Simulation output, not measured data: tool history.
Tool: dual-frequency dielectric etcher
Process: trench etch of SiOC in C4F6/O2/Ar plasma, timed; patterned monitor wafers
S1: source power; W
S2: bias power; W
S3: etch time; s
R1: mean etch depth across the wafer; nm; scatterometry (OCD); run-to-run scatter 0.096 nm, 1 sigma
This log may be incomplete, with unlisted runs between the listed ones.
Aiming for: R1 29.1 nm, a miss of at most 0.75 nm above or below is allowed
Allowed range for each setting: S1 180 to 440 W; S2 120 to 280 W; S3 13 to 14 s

{"run": 1, "hour": 0.0, "S1": 310, "S2": 200, "S3": 14, "R1": 25.784}
{"run": 2, "hour": 2.3, "S1": 310, "S2": 177, "S3": 14, "R1": 24.622}
{"run": 3, "hour": 3.7, "S1": 310, "S2": 177, "S3": 14, "R1": 24.629}
{"run": 4, "hour": 4.9, "S1": 330, "S2": 181, "S3": 14, "R1": 25.614}
{"run": 5, "hour": 10.8, "S1": 330, "S2": 181, "S3": 14, "R1": 25.759}
{"run": 6, "hour": 13.0, "S1": 340, "S2": 183, "S3": 14, "R1": 26.153}
{"run": 7, "hour": 13.9, "S1": 350, "S2": 185, "S3": 14, "R1": 26.705}
{"run": 8, "hour": 21.6, "S1": 360, "S2": 186, "S3": 14, "R1": 27.088}

Exercise: of the 5 proposed moves below, exactly one satisfies all targets within the stated allowed misses. Which move is it?
{"run": "A", "hour": 29.3, "S1": 380, "S2": 185, "S3": 13.5, "R1": "?"}
{"run": "B", "hour": 29.3, "S1": 430, "S2": 224, "S3": 13, "R1": "?"}
{"run": "C", "hour": 29.3, "S1": 370, "S2": 188, "S3": 13.5, "R1": "?"}
{"run": "D", "hour": 29.3, "S1": 320, "S2": 188, "S3": 14, "R1": "?"}
{"run": "E", "hour": 29.3, "S1": 420, "S2": 127, "S3": 13.5, "R1": "?"}

move=A R1=26.771
move=B R1=29.389
move=C R1=26.588
move=D R1=25.656
move=E R1=24.447
A: lands further from the targets than the last run did
B: each result inside its tolerance
C: lands further from the targets than the last run did
D: lands further from the targets than the last run did
E: lands further from the targets than the last run did
Move B is the one to make.

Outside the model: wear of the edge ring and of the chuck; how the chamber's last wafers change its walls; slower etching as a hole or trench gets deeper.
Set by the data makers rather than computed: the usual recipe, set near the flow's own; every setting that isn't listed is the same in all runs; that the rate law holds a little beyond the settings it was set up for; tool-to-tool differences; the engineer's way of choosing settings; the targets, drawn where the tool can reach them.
